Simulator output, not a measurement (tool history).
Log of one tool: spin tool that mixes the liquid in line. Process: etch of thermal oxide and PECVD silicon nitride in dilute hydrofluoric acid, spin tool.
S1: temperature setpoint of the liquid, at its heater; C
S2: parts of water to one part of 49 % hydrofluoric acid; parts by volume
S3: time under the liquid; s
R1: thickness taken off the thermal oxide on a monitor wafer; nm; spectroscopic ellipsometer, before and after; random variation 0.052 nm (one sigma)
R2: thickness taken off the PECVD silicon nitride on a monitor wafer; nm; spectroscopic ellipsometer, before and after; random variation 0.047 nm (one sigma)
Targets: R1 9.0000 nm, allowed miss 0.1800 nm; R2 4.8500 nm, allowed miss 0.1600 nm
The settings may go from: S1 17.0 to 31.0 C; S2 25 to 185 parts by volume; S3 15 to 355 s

run  hour    S1   S2   S3       R1      R2
  1   0.0  23.0  105  180   7.6007  4.3296
  2   5.8  23.0  100  180   8.1002  4.5253
  3  13.2  23.0   95  180   8.5429  4.8176
  4  20.7  25.5   95  180   9.4961  5.7246
  5  23.0  25.5   75  180  12.1280  7.0849
  6  25.4  25.5   75  230  15.7930  9.0888
  7  33.1  24.5   80  230  13.9120  8.0758
  8  39.7  23.5   85  230  12.6400  6.9368
  9  43.1  23.0   90  230  11.6260  6.3424
 10  45.9  22.5   95  230  10.7180  5.8901
 11  51.5  22.0   95  230  10.4770  5.6617

Which of these 5 next moves meets every target?
  A  57.1  22.5  100  215   ?   ?
  B  57.1  19.5  100  245   ?   ?
  C  57.1  20.5   85  195   ?   ?
  D  57.1  21.5  100  215   ?   ?
  E  57.1  22.0  105  230   ?   ?

move      R1      R2
   A  9.3933  5.2189
   B  9.4735  4.8565
   C  9.4025  4.8500
   D  9.0219  4.8808
   E  9.3249  5.1470
A: nearer than the last run, and not there yet
B: nearer than the last run, and not there yet
C: nearer than the last run, and not there yet
D: meets every target
E: nearer than the last run, and not there yet
Move D is the one to make.

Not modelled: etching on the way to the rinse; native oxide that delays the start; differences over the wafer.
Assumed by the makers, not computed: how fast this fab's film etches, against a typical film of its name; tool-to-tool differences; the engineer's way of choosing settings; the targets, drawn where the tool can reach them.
